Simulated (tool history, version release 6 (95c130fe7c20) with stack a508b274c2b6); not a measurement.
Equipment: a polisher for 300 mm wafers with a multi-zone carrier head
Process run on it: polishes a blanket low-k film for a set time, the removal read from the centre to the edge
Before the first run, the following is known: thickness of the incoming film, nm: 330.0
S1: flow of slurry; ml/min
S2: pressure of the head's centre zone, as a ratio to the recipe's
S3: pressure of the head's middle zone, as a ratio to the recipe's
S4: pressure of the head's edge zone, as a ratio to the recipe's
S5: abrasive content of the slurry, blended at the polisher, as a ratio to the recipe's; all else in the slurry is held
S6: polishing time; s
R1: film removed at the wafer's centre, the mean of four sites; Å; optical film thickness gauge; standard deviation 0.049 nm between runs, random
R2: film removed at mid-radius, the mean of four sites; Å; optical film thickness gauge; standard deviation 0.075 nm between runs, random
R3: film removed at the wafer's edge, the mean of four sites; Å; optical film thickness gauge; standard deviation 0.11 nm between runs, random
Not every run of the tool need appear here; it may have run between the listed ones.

run,hour,S1,S2,S3,S4,S5,S6,R1,R2,R3
1,0.0,290,1.00,1.00,1.00,1.00,38,87.430,87.604,89.628
2,2.8,290,1.00,1.00,1.07,1.00,38,86.681,90.411,91.530
3,9.0,290,0.99,1.02,1.04,0.95,38,82.856,87.484,88.062
4,13.1,290,0.99,1.02,1.04,1.05,38,88.606,92.028,93.189
5,16.3,290,0.99,1.02,0.96,1.05,38,88.446,93.080,88.321
6,20.2,220,0.99,1.02,0.96,1.05,38,85.123,89.698,87.391
7,20.9,220,0.98,1.02,0.94,1.05,38,85.012,90.834,86.998
8,29.4,220,0.97,1.01,0.92,1.05,38,84.612,88.900,87.472
9,34.4,220,0.97,1.02,0.91,1.05,38,83.547,89.989,85.104
10,42.7,220,0.96,1.02,0.90,1.05,38,83.371,89.745,81.820
11,46.0,215,0.95,1.01,0.90,1.05,38,81.963,90.796,84.131
12,49.9,215,0.95,1.00,0.89,1.05,38,81.562,88.114,83.766
13,54.6,215,0.95,1.00,0.88,1.05,38,81.222,88.102,85.012
14,55.5,215,0.95,1.00,0.87,1.05,38,81.626,87.156,83.294
15,63.4,215,0.95,1.00,0.86,1.05,38,81.561,88.974,82.521
16,67.5,215,0.95,0.99,0.85,1.05,38,81.571,87.508,82.608
17,75.7,215,0.95,0.99,0.84,1.05,38,81.870,89.771,81.824
18,78.1,210,0.95,0.98,0.84,1.05,38,82.256,87.651,80.800

Run 19 has not been measured yet. What should we expect?
19,78.7,210,0.94,0.98,0.84,1.05,38,?,?,?

R1: 79.323 Å
R2: 86.183 Å
R3: 81.794 Å
